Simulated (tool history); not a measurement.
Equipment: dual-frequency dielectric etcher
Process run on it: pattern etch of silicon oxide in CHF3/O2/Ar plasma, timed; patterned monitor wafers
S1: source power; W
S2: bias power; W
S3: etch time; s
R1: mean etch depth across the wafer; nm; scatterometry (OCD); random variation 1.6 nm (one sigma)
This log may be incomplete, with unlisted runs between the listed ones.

{"run": 1, "hour": 0.0, "S1": 750, "S2": 144, "S3": 283, "R1": 515.4}
{"run": 2, "hour": 5.3, "S1": 830, "S2": 144, "S3": 283, "R1": 532.41}
{"run": 3, "hour": 10.0, "S1": 770, "S2": 142, "S3": 283, "R1": 518.14}
{"run": 4, "hour": 12.7, "S1": 770, "S2": 142, "S3": 259, "R1": 473.29}
{"run": 5, "hour": 13.5, "S1": 750, "S2": 142, "S3": 259, "R1": 471.18}
{"run": 6, "hour": 19.6, "S1": 730, "S2": 142, "S3": 259, "R1": 467.81}
{"run": 7, "hour": 24.5, "S1": 720, "S2": 142, "S3": 259, "R1": 465.25}
{"run": 8, "hour": 32.0, "S1": 710, "S2": 142, "S3": 259, "R1": 462.91}
{"run": 9, "hour": 33.9, "S1": 700, "S2": 142, "S3": 259, "R1": 455.97}

Estimate the outcome of run 10 from the log above:
{"run": 10, "hour": 37.3, "S1": 690, "S2": 142, "S3": 259, "R1": "?"}

Run 10 measured R1 456.13 nm.
